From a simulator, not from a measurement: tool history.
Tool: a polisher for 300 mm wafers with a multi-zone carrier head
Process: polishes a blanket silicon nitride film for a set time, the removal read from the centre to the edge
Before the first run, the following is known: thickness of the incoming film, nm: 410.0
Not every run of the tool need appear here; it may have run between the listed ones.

| run | hour | flow of slurry (ml/min) | pressure of the head's centre zone | pressure of the head's middle zone | pressure of the head's edge zone | polishing time (s) | film removed at the wafer's centre (angstrom) | film removed at mid-radius (angstrom) | film removed at the wafer's edge (angstrom) |
|---|---|---|---|---|---|---|---|---|---|
| 1 | 0.0 | 160 | 1.00 | 1.00 | 1.00 | 64 | 718.36 | 741.76 | 711.42 |
| 2 | 7.8 | 150 | 0.97 | 0.97 | 0.99 | 63 | 688.00 | 697.45 | 695.79 |
| 3 | 8.7 | 145 | 0.94 | 0.96 | 0.99 | 62 | 650.28 | 669.63 | 673.89 |
| 4 | 10.7 | 180 | 0.94 | 0.96 | 0.99 | 62 | 682.01 | 693.41 | 705.16 |
| 5 | 15.1 | 170 | 0.91 | 0.95 | 0.98 | 62 | 665.61 | 688.85 | 689.47 |
| 6 | 18.3 | 170 | 0.91 | 1.02 | 0.98 | 62 | 654.84 | 726.14 | 697.88 |

Forecast run 7:
| 7 | 20.6 | 160 | 0.89 | 0.99 | 0.98 | 61 | ? | ? | ? |

Logged for run 7: film removed at the wafer's centre (angstrom) 634.38, film removed at mid-radius (angstrom) 678.50, film removed at the wafer's edge (angstrom) 674.44.
